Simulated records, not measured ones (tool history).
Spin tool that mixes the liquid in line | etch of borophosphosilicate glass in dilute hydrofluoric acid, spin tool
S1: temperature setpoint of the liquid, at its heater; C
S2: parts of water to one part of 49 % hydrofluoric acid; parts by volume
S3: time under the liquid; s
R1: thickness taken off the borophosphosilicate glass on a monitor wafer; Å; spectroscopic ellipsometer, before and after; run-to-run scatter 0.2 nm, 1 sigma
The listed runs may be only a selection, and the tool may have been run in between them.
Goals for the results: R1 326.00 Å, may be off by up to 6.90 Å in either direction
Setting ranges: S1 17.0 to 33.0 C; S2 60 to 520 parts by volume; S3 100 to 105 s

Run 1, hour 0.0: S1 25.0 C, S2 290 parts by volume, S3 100 s. Result: R1 134.90 Å.
Run 2, hour 4.1: S1 27.0 C, S2 290 parts by volume, S3 100 s. Result: R1 144.29 Å.
Run 3, hour 12.6: S1 28.5 C, S2 255 parts by volume, S3 100 s. Result: R1 176.94 Å.
Run 4, hour 15.0: S1 31.5 C, S2 255 parts by volume, S3 100 s. Result: R1 196.11 Å.
Run 5, hour 18.3: S1 31.5 C, S2 255 parts by volume, S3 105 s. Result: R1 204.38 Å.
Run 6, hour 22.0: S1 28.0 C, S2 255 parts by volume, S3 105 s. Result: R1 184.80 Å.
Run 7, hour 30.3: S1 29.0 C, S2 230 parts by volume, S3 105 s. Result: R1 218.96 Å.
Run 8, hour 33.7: S1 30.0 C, S2 215 parts by volume, S3 105 s. Result: R1 245.96 Å.
At hour 39.9: thermometer replaced.
Run 9, hour 39.9: S1 30.5 C, S2 205 parts by volume, S3 105 s. Result: R1 279.93 Å.
Run 10, hour 44.1: S1 30.5 C, S2 205 parts by volume, S3 105 s. Result: R1 280.12 Å.
Run 11, hour 47.9: S1 31.0 C, S2 200 parts by volume, S3 105 s. Result: R1 293.90 Å.
Run 12, hour 49.0: S1 31.5 C, S2 200 parts by volume, S3 105 s. Result: R1 299.55 Å.
Run 13, hour 50.4: S1 32.0 C, S2 200 parts by volume, S3 105 s. Result: R1 303.01 Å.

Exercise: of the 5 proposed moves below, exactly one satisfies all targets within the stated allowed misses. Which move is it?
Run A, hour 51.8: S1 30.5 C, S2 175 parts by volume, S3 105 s. Result: R1 ?.
Run B, hour 51.8: S1 31.0 C, S2 175 parts by volume, S3 105 s. Result: R1 ?.
Run C, hour 51.8: S1 31.0 C, S2 200 parts by volume, S3 100 s. Result: R1 ?.
Run D, hour 51.8: S1 33.0 C, S2 185 parts by volume, S3 105 s. Result: R1 ?.
Run E, hour 51.8: S1 32.0 C, S2 190 parts by volume, S3 105 s. Result: R1 ?.

move      R1
   A  340.72
   B  346.73
   C  279.88
   D  346.71
   E  324.19
A: takes the biggest miss from the last run beyond its target
B: takes the biggest miss from the last run beyond its target
C: further off than the last run
D: takes the biggest miss from the last run beyond its target
E: every result lands within tolerance
Answer: E
